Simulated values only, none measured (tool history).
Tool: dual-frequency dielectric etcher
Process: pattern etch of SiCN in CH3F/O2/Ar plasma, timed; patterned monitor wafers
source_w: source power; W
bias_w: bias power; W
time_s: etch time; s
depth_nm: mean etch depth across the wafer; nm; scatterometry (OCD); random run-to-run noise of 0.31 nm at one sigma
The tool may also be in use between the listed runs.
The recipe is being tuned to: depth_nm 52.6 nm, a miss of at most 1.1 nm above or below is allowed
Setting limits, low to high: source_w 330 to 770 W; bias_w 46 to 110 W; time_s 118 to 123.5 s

run    day  source_w  bias_w  time_s  depth_nm
  1      0       550      78     118    47.438
  2  0.204       590      79     118    49.401
  3   0.45       490      79     118    45.783
  4  0.767       410      79     118    43.048
  5   0.85       410      69     118    41.314
  6  1.008       330      69     118    38.649
  7  1.279       440      80   118.5    45.199
  8  1.529       500      82   118.5    47.287
  9  1.804       540      83   118.5    49.182

Which single option among these 5 for the next run brings every result within its allowed miss of target? Just one does.
  A  2.079       550      78     118         ?
  B  2.079       560      87   123.5         ?
  C  2.079       460      80     121         ?
  D  2.079       660      93     120         ?
  E  2.079       550      79   123.5         ?

move  depth_nm
   A    47.858
   B    52.462
   C     46.64
   D    55.268
   E    50.322
A: lands further from the targets than the last run did
B: hits every target within its allowed miss
C: lands further from the targets than the last run did
D: moves the result that the last run missed by most past its target, out the other side
E: gains on the last run, yet a result remains outside its allowed miss
The move that meets every target is B.

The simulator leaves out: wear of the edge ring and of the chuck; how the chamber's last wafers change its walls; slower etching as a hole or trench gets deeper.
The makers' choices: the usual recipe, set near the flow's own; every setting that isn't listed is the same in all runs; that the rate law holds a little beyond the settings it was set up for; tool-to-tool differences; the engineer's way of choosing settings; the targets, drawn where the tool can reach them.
